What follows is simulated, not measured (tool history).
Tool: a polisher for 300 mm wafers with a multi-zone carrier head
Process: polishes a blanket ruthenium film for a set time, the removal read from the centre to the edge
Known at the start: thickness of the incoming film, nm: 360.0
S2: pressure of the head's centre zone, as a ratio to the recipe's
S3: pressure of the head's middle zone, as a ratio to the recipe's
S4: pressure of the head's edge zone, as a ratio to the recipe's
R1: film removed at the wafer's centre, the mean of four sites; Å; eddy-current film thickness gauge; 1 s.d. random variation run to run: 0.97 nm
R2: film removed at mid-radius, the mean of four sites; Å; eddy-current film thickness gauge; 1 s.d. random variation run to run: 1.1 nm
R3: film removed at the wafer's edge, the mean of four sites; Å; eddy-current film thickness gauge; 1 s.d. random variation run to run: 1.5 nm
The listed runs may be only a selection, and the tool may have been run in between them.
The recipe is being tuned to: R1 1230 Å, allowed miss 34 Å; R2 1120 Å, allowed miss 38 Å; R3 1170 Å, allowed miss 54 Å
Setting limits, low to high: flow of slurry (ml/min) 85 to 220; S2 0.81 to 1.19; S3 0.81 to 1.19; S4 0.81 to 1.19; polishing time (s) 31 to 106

Run 1, hour 0: flow of slurry (ml/min) 140, S2 1, S3 1, S4 1, polishing time (s) 68. Result: R1 1021.1 Å, R2 974.81 Å, R3 962.6 Å.
Run 2, hour 3.7: flow of slurry (ml/min) 105, S2 1, S3 1, S4 1, polishing time (s) 68. Result: R1 923.09 Å, R2 909.56 Å, R3 951.18 Å.
Run 3, hour 8.6: flow of slurry (ml/min) 85, S2 1, S3 1, S4 1, polishing time (s) 68. Result: R1 865.93 Å, R2 867.66 Å, R3 890.67 Å.
Run 4, hour 16.7: flow of slurry (ml/min) 105, S2 1, S3 1, S4 1.02, polishing time (s) 68. Result: R1 938.89 Å, R2 911.61 Å, R3 921.04 Å.
Run 5, hour 23.4: flow of slurry (ml/min) 120, S2 0.99, S3 0.99, S4 1.01, polishing time (s) 70. Result: R1 996.84 Å, R2 966.29 Å, R3 980.91 Å.
Run 6, hour 25.8: flow of slurry (ml/min) 130, S2 0.98, S3 0.98, S4 1.03, polishing time (s) 71. Result: R1 1015.1 Å, R2 998.01 Å, R3 1005.9 Å.
Run 7, hour 32.1: flow of slurry (ml/min) 140, S2 0.98, S3 0.96, S4 1.04, polishing time (s) 72. Result: R1 1069.4 Å, R2 992.39 Å, R3 1044.1 Å.
Run 8, hour 37.7: flow of slurry (ml/min) 150, S2 0.98, S3 0.96, S4 1.05, polishing time (s) 72. Result: R1 1065.7 Å, R2 1019 Å, R3 1029.9 Å.
Run 9, hour 42.5: flow of slurry (ml/min) 155, S2 0.98, S3 0.95, S4 1.05, polishing time (s) 73. Result: R1 1091.6 Å, R2 1022.9 Å, R3 1063.3 Å.
Run 10, hour 48.5: flow of slurry (ml/min) 195, S2 1.01, S3 0.98, S4 1.1, polishing time (s) 74. Result: R1 1173.8 Å, R2 1091.9 Å, R3 1168.3 Å.
Run 11, hour 51: flow of slurry (ml/min) 200, S2 1.01, S3 0.98, S4 1.09, polishing time (s) 74. Result: R1 1191.4 Å, R2 1093.7 Å, R3 1176.9 Å.
Run 12, hour 52: flow of slurry (ml/min) 200, S2 1.01, S3 0.98, S4 1.08, polishing time (s) 74. Result: R1 1179.7 Å, R2 1124.4 Å, R3 1142.6 Å.
Run 13, hour 55.9: flow of slurry (ml/min) 200, S2 1.02, S3 0.98, S4 1.08, polishing time (s) 74. Result: R1 1201.9 Å, R2 1106.8 Å, R3 1177 Å.
Run 14, hour 61.8: flow of slurry (ml/min) 200, S2 1.02, S3 0.98, S4 1.07, polishing time (s) 74. Result: R1 1181.6 Å, R2 1103.6 Å, R3 1134.5 Å.

Below are 5 possible settings for the next run. Only one of them brings all results inside the allowed miss of their targets. Which is it?
Run A, hour 67.7: flow of slurry (ml/min) 185, S2 1.03, S3 1.01, S4 1.07, polishing time (s) 71. Result: R1 ?, R2 ?, R3 ?.
Run B, hour 67.7: flow of slurry (ml/min) 215, S2 1, S3 1, S4 1.13, polishing time (s) 72. Result: R1 ?, R2 ?, R3 ?.
Run C, hour 67.7: flow of slurry (ml/min) 200, S2 1.04, S3 1.01, S4 1.01, polishing time (s) 71. Result: R1 ?, R2 ?, R3 ?.
Run D, hour 67.7: flow of slurry (ml/min) 220, S2 1.02, S3 0.96, S4 1.09, polishing time (s) 75. Result: R1 ?, R2 ?, R3 ?.
Run E, hour 67.7: flow of slurry (ml/min) 210, S2 0.93, S3 0.99, S4 1.19, polishing time (s) 75. Result: R1 ?, R2 ?, R3 ?.

move      R1      R2      R3
   A  1147.4  1071.3    1085
   B  1164.4    1101  1149.6
   C  1171.6  1083.9  1063.8
   D  1236.1  1111.5  1179.1
   E  1141.2  1133.8  1227.3
A: the biggest miss grows against the last run
B: the biggest miss grows against the last run
C: the biggest miss grows against the last run
D: all results in spec
E: the biggest miss grows against the last run
Answer: D
